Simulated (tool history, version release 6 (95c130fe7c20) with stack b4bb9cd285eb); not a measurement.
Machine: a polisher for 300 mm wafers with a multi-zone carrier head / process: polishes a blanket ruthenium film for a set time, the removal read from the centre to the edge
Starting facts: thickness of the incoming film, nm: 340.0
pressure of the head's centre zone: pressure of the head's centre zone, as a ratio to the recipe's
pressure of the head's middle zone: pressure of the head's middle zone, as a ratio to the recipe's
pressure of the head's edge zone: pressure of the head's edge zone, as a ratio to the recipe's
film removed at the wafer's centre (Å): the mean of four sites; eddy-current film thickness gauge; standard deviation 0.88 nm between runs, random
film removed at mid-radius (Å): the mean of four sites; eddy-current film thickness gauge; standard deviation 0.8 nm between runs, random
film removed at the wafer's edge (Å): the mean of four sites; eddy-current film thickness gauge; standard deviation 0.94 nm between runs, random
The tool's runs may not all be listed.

run    day  flow of slurry (ml/min)  pressure of the head's centre zone  pressure of the head's middle zone  pressure of the head's edge zone  polishing time (s)  film removed at the wafer's centre (Å)  film removed at mid-radius (Å)  film removed at the wafer's edge (Å)
  1  0.000                      160                                1.00                                1.00                              1.00                  76                                 1034.00                         1031.80                               1061.10
  2  0.200                      160                                1.00                                1.00                              0.93                  76                                 1044.50                         1038.50                               1021.80
  3  0.525                      155                                0.97                                1.00                              0.93                  76                                 1017.40                         1026.00                               1001.30
  4  0.712                      155                                1.01                                1.00                              0.93                  76                                 1049.00                         1020.90                               1015.40
  5  0.829                      155                                1.01                                1.00                              0.87                  76                                 1059.80                         1028.20                                975.09
  6  1.142                      155                                1.01                                1.00                              0.81                  76                                 1045.60                         1017.50                                942.09
  7  1.462                      150                                0.98                                1.00                              0.84                  76                                  997.35                         1014.20                                957.24
  8  1.683                      145                                0.96                                1.00                              0.85                  76                                  996.72                         1015.20                                968.12
  9  1.896                      140                                0.94                                1.00                              0.87                  75                                  930.29                          992.93                                937.40
 10  1.933                      135                                0.93                                1.00                              0.89                  75                                  926.40                          988.47                                968.94
 11  2.262                      130                                0.92                                1.00                              0.90                  75                                  905.26                          985.69                                942.83

Run 12 comes next. What will it give?
 12  2.633                      125                                0.91                                0.99                              0.92                  75                                       ?                               ?                                     ?

film removed at the wafer's centre (Å): 891.40
film removed at mid-radius (Å): 942.28
film removed at the wafer's edge (Å): 964.97
